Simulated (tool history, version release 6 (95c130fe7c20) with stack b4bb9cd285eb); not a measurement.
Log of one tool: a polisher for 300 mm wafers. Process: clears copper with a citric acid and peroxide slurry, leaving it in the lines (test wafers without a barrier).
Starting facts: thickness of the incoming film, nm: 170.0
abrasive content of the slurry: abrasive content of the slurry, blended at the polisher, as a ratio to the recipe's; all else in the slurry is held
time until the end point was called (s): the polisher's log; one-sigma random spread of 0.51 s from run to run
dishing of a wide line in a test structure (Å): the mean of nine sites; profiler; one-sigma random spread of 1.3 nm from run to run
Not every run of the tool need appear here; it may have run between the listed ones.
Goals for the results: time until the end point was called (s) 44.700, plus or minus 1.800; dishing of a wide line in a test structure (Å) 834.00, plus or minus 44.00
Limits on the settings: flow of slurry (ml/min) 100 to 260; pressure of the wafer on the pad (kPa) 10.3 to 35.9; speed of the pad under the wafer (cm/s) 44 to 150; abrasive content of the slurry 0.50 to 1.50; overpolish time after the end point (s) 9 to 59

run  hour  flow of slurry (ml/min)  pressure of the wafer on the pad (kPa)  speed of the pad under the wafer (cm/s)  abrasive content of the slurry  overpolish time after the end point (s)  time until the end point was called (s)  dishing of a wide line in a test structure (Å)
  1   0.0                      165                                    22.8                                       96                            1.00                                       30                                   68.236                                          442.48
  2   4.7                      165                                    25.5                                       96                            1.00                                       33                                   61.404                                          544.16
  3  13.0                      170                                    27.6                                       96                            1.00                                       34                                   55.883                                          583.54
  4  21.2                      170                                    29.0                                       96                            1.00                                       36                                   51.710                                          655.69
  5  24.0                      170                                    33.1                                       96                            1.00                                       36                                   45.841                                          718.69
  6  31.2                      170                                    33.1                                       96                            1.00                                       37                                   46.076                                          746.68
  7  36.3                      170                                    33.1                                       96                            1.00                                       38                                   46.772                                          756.74
  8  37.9                      175                                    33.1                                       96                            1.00                                       39                                   46.318                                          774.34

Which one of the following 5 next-run settings gets every result inside its allowed miss? There is exactly one.
  A  39.5                      180                                    33.1                                      108                            1.00                                       39                                        ?                                               ?
  B  39.5                      175                                    33.1                                       98                            1.05                                       42                                        ?                                               ?
  C  39.5                      135                                    29.0                                      126                            1.30                                       44                                        ?                                               ?
  D  39.5                      150                                    35.2                                      102                            0.65                                       48                                        ?                                               ?
  E  39.5                      175                                    30.3                                      120                            0.95                                       46                                        ?                                               ?

move  time until the end point was called (s)  dishing of a wide line in a test structure (Å)
   A                                   40.754                                          827.77
   B                                   44.683                                          817.43
   C                                   40.400                                          894.27
   D                                   44.549                                          904.88
   E                                   40.527                                          923.96
A: puts the biggest miss on target and leaves a different result outside tolerance
B: hits every target within its allowed miss
C: takes the result that was furthest off past its target
D: takes the result that was furthest off past its target
E: takes the result that was furthest off past its target
Move B is the one to make.

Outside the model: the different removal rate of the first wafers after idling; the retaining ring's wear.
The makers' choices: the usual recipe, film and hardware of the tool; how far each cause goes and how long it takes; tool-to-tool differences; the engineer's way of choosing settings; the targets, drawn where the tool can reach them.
